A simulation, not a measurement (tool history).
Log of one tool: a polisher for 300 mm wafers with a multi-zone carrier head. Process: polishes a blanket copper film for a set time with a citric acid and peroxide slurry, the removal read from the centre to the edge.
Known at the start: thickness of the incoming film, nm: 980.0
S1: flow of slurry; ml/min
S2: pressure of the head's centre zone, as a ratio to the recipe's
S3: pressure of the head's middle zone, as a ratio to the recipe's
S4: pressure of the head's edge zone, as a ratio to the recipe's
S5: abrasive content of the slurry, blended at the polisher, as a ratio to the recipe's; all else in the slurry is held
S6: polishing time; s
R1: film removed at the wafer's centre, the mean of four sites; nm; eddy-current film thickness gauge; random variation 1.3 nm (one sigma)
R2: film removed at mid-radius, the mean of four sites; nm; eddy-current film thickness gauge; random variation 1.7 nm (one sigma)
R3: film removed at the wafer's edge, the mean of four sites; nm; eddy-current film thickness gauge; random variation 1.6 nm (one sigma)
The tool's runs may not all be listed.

Run 1, hour 0: S1 280 ml/min, S2 1, S3 1, S4 1, S5 1, S6 47 s. Result: R1 115.57 nm, R2 113.8 nm, R3 115.76 nm.
Run 2, hour 2.3: S1 280 ml/min, S2 1, S3 1, S4 1, S5 1, S6 40 s. Result: R1 98.534 nm, R2 96.583 nm, R3 97.678 nm.
Run 3, hour 3.4: S1 280 ml/min, S2 0.95, S3 1, S4 1, S5 1, S6 40 s. Result: R1 94.716 nm, R2 97.547 nm, R3 99.855 nm.
Run 4, hour 10.7: S1 285 ml/min, S2 0.97, S3 1.01, S4 1.02, S5 1.1, S6 42 s. Result: R1 103.02 nm, R2 104.5 nm, R3 107.75 nm.
Run 5, hour 12.8: S1 290 ml/min, S2 0.99, S3 1.03, S4 1.04, S5 1.15, S6 44 s. Result: R1 112.21 nm, R2 115.13 nm, R3 116.35 nm.
Run 6, hour 13.4: S1 290 ml/min, S2 0.94, S3 1.03, S4 1.04, S5 1.15, S6 44 s. Result: R1 108.49 nm, R2 112.26 nm, R3 114.16 nm.

The next listed run, before its measurement:
At hour 20.8: slurry nozzle cleaned.
Run 7, hour 20.8: S1 295 ml/min, S2 0.96, S3 1.04, S4 1.06, S5 1.2, S6 45 s. Result: R1 ?, R2 ?, R3 ?.

Run 7 gave R1 115.75 nm, R2 119.49 nm, R3 123.56 nm.
